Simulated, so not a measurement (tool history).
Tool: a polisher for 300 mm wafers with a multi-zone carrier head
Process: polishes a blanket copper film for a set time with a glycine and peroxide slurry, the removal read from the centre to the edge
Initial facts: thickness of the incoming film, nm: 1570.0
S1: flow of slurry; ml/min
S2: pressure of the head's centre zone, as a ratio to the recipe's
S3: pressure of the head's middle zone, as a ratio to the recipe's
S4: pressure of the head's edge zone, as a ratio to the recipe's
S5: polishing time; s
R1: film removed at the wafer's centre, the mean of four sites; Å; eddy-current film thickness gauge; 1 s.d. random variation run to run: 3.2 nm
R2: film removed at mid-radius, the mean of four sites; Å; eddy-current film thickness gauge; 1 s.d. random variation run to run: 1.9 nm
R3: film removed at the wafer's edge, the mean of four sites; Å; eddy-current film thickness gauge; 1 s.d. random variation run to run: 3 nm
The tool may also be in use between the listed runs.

Run 1, day 0: S1 160 ml/min, S2 1, S3 1, S4 1, S5 79 s. Result: R1 3623.7 Å, R2 3524.4 Å, R3 3626.7 Å.
Run 2, day 0.154: S1 160 ml/min, S2 1, S3 1, S4 1, S5 70 s. Result: R1 3151.6 Å, R2 3122.2 Å, R3 3236.4 Å.
Run 3, day 0.512: S1 160 ml/min, S2 1, S3 1, S4 1.04, S5 70 s. Result: R1 3108.7 Å, R2 3077.3 Å, R3 3259 Å.
Run 4, day 0.671: S1 160 ml/min, S2 1, S3 0.97, S4 1.04, S5 70 s. Result: R1 3087.1 Å, R2 3115.7 Å, R3 3337.4 Å.
Run 5, day 0.917: S1 160 ml/min, S2 1, S3 1.03, S4 1.04, S5 70 s. Result: R1 3228.2 Å, R2 3188.7 Å, R3 3194.8 Å.
Run 6, day 1.004: S1 175 ml/min, S2 1, S3 1.03, S4 1.04, S5 70 s. Result: R1 3219.3 Å, R2 3264.6 Å, R3 3283.8 Å.
Run 7, day 1.088: S1 165 ml/min, S2 1.02, S3 1.03, S4 1.03, S5 66 s. Result: R1 3063.8 Å, R2 3042.9 Å, R3 3067.6 Å.
Run 8, day 1.212: S1 155 ml/min, S2 1.04, S3 1.03, S4 1.02, S5 62 s. Result: R1 2860 Å, R2 2852.1 Å, R3 2885.2 Å.

Run 9 comes next. What will it give?
Run 9, day 1.258: S1 150 ml/min, S2 1.07, S3 1.02, S4 0.98, S5 59 s. Result: R1 ?, R2 ?, R3 ?.

R1: 2767.4 Å
R2: 2650.6 Å
R3: 2665 Å
